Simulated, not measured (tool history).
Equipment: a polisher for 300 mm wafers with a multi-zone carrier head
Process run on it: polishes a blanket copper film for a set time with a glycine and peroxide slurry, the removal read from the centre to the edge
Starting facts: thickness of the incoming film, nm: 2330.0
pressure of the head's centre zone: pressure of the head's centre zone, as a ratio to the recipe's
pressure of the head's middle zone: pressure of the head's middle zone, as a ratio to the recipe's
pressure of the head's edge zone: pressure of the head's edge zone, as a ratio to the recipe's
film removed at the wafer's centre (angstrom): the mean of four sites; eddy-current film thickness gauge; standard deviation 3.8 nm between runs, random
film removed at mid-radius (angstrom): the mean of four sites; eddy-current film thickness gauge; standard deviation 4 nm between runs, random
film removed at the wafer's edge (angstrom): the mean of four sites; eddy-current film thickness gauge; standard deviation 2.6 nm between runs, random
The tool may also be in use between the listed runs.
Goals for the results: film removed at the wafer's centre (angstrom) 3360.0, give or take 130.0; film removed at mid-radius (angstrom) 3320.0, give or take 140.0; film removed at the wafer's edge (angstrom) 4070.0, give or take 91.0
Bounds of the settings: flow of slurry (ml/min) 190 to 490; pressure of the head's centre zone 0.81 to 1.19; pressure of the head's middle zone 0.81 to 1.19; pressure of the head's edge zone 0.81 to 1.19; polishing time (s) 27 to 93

run    day  flow of slurry (ml/min)  pressure of the head's centre zone  pressure of the head's middle zone  pressure of the head's edge zone  polishing time (s)  film removed at the wafer's centre (angstrom)  film removed at mid-radius (angstrom)  film removed at the wafer's edge (angstrom)
  1  0.000                      315                                1.00                                1.00                              1.00                  59                                         3036.4                                 3000.3                                       3046.6
  2  0.171                      280                                1.00                                1.00                              1.00                  59                                         3060.3                                 2974.4                                       2992.8
  3  0.421                      300                                0.99                                0.99                              1.03                  60                                         3074.7                                 3064.5                                       3098.8
  4  0.625                      300                                0.99                                0.99                              1.03                  65                                         3293.3                                 3242.3                                       3370.6
  5  0.908                      300                                0.99                                0.99                              0.99                  65                                         3371.3                                 3329.6                                       3325.6
  6  0.954                      300                                1.08                                0.99                              0.99                  65                                         3614.0                                 3249.2                                       3329.9
  7  1.254                      315                                1.06                                0.97                              1.02                  66                                         3626.9                                 3260.8                                       3412.3
  8  1.442                      325                                1.03                                0.95                              1.05                  67                                         3603.9                                 3285.0                                       3510.0
  9  1.767                      295                                0.93                                0.85                              1.15                  74                                         3513.6                                 3336.1                                       4055.1
 10  2.112                      295                                0.92                                0.85                              1.15                  74                                         3471.1                                 3338.4                                       4034.5

Exactly one of the 5 candidate moves below puts every result within its allowed miss. Which one?
  A  2.458                      275                                1.02                                0.85                              1.11                  76                                              ?                                      ?                                            ?
  B  2.458                      365                                0.89                                0.85                              1.19                  69                                              ?                                      ?                                            ?
  C  2.458                      325                                0.90                                0.91                              1.16                  71                                              ?                                      ?                                            ?
  D  2.458                      230                                0.88                                0.86                              1.18                  75                                              ?                                      ?                                            ?
  E  2.458                      370                                0.98                                0.85                              1.13                  69                                              ?                                      ?                                            ?

move  film removed at the wafer's centre (angstrom)  film removed at mid-radius (angstrom)  film removed at the wafer's edge (angstrom)
   A                                         3940.3                                 3415.9                                       4080.9
   B                                         3249.2                                 3181.1                                       3888.9
   C                                         3343.6                                 3427.1                                       3926.4
   D                                         3330.1                                 3340.3                                       4072.7
   E                                         3549.3                                 3183.2                                       3807.4
A: its largest miss is bigger than the last run's
B: brings the result that was furthest off to its target, and leaves another outside
C: brings the result that was furthest off to its target, and leaves another outside
D: in spec on every target
E: its largest miss is bigger than the last run's
D meets every target.
